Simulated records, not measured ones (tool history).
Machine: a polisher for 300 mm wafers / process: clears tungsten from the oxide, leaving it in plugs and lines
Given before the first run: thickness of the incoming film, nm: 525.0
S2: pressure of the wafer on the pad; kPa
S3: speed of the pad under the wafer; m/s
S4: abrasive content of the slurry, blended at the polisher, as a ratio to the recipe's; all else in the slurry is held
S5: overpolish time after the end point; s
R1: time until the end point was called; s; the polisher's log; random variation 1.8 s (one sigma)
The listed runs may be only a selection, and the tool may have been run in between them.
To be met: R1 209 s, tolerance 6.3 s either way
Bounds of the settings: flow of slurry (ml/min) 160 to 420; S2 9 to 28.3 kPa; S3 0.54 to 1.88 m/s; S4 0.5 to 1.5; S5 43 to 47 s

Run 1, hour 0: flow of slurry (ml/min) 270, S2 18.6 kPa, S3 1.2 m/s, S4 1, S5 43 s. Result: R1 109.81 s.
Run 2, hour 4.4: flow of slurry (ml/min) 225, S2 18.6 kPa, S3 1.2 m/s, S4 1, S5 43 s. Result: R1 110.94 s.
Run 3, hour 10.8: flow of slurry (ml/min) 160, S2 18.6 kPa, S3 1.2 m/s, S4 1, S5 43 s. Result: R1 117.8 s.
Run 4, hour 15.8: flow of slurry (ml/min) 160, S2 15.2 kPa, S3 1.2 m/s, S4 1, S5 43 s. Result: R1 142.51 s.
Run 5, hour 18.8: flow of slurry (ml/min) 160, S2 13.1 kPa, S3 1.18 m/s, S4 1, S5 43 s. Result: R1 169.29 s.
Run 6, hour 26.7: flow of slurry (ml/min) 160, S2 13.1 kPa, S3 1.18 m/s, S4 1, S5 43 s. Result: R1 169.16 s.
Run 7, hour 33.3: flow of slurry (ml/min) 160, S2 11.7 kPa, S3 1.18 m/s, S4 1, S5 43 s. Result: R1 186.9 s.
Run 8, hour 34.5: flow of slurry (ml/min) 160, S2 11 kPa, S3 1.18 m/s, S4 1, S5 43 s. Result: R1 195.5 s.

5 candidate next runs follow, results not yet known. Just one meets every target within its allowed miss. Identify it.
Run A, hour 35.7: flow of slurry (ml/min) 160, S2 12.4 kPa, S3 0.9 m/s, S4 1.05, S5 44 s. Result: R1 ?.
Run B, hour 35.7: flow of slurry (ml/min) 160, S2 9 kPa, S3 1.26 m/s, S4 1.1, S5 47 s. Result: R1 ?.
Run C, hour 35.7: flow of slurry (ml/min) 160, S2 9 kPa, S3 1.32 m/s, S4 1.3, S5 47 s. Result: R1 ?.
Run D, hour 35.7: flow of slurry (ml/min) 160, S2 11.7 kPa, S3 1.06 m/s, S4 0.7, S5 47 s. Result: R1 ?.
Run E, hour 35.7: flow of slurry (ml/min) 180, S2 9 kPa, S3 1.2 m/s, S4 1.1, S5 45 s. Result: R1 ?.

move      R1
   A  225.37
   B   219.9
   C  204.01
   D  216.76
   E  225.39
A: takes the result that was furthest off past its target
B: takes the result that was furthest off past its target
C: every result lands within tolerance
D: takes the result that was furthest off past its target
E: takes the result that was furthest off past its target
Answer: C
